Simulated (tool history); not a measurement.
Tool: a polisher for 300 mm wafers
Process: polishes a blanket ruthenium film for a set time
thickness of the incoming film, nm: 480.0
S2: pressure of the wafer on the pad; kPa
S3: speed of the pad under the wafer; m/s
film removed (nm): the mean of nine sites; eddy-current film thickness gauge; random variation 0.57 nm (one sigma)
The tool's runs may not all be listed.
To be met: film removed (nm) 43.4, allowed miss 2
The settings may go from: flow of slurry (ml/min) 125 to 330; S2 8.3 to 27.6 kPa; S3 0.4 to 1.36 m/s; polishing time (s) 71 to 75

Run 1, hour 0: flow of slurry (ml/min) 210, S2 17.9 kPa, S3 0.88 m/s, polishing time (s) 71. Result: film removed (nm) 75.477.
Run 2, hour 0.6: flow of slurry (ml/min) 235, S2 17.9 kPa, S3 0.88 m/s, polishing time (s) 71. Result: film removed (nm) 76.913.
Run 3, hour 1.9: flow of slurry (ml/min) 235, S2 13.8 kPa, S3 0.88 m/s, polishing time (s) 71. Result: film removed (nm) 59.799.
Run 4, hour 7.3: flow of slurry (ml/min) 235, S2 12.4 kPa, S3 0.88 m/s, polishing time (s) 71. Result: film removed (nm) 54.276.
Run 5, hour 15.3: flow of slurry (ml/min) 235, S2 16.5 kPa, S3 0.88 m/s, polishing time (s) 71. Result: film removed (nm) 72.005.
Run 6, hour 24.1: flow of slurry (ml/min) 220, S2 14.5 kPa, S3 0.88 m/s, polishing time (s) 71. Result: film removed (nm) 62.903.
At hour 31.6: slurry nozzle cleaned.
Run 7, hour 31.6: flow of slurry (ml/min) 220, S2 12.4 kPa, S3 0.88 m/s, polishing time (s) 71. Result: film removed (nm) 54.312.
Run 8, hour 32.8: flow of slurry (ml/min) 220, S2 11 kPa, S3 0.88 m/s, polishing time (s) 71. Result: film removed (nm) 49.886.
Run 9, hour 36.2: flow of slurry (ml/min) 220, S2 11 kPa, S3 0.88 m/s, polishing time (s) 71. Result: film removed (nm) 49.115.
Run 10, hour 40.5: flow of slurry (ml/min) 220, S2 10.3 kPa, S3 0.88 m/s, polishing time (s) 71. Result: film removed (nm) 46.866.

Which of these 4 next moves meets every target?
Run A, hour 44.8: flow of slurry (ml/min) 140, S2 9.7 kPa, S3 1.16 m/s, polishing time (s) 71. Result: film removed (nm) ?.
Run B, hour 44.8: flow of slurry (ml/min) 250, S2 9 kPa, S3 0.84 m/s, polishing time (s) 71. Result: film removed (nm) ?.
Run C, hour 44.8: flow of slurry (ml/min) 250, S2 11 kPa, S3 0.74 m/s, polishing time (s) 71. Result: film removed (nm) ?.
Run D, hour 44.8: flow of slurry (ml/min) 230, S2 11.7 kPa, S3 0.8 m/s, polishing time (s) 75. Result: film removed (nm) ?.

move  film removed (nm)
   A             50.878
   B             38.554
   C             41.832
   D             49.752
A: further off than the last run
B: takes the result that was furthest off past its target
C: meets every target
D: further off than the last run
Move C is the one to make.

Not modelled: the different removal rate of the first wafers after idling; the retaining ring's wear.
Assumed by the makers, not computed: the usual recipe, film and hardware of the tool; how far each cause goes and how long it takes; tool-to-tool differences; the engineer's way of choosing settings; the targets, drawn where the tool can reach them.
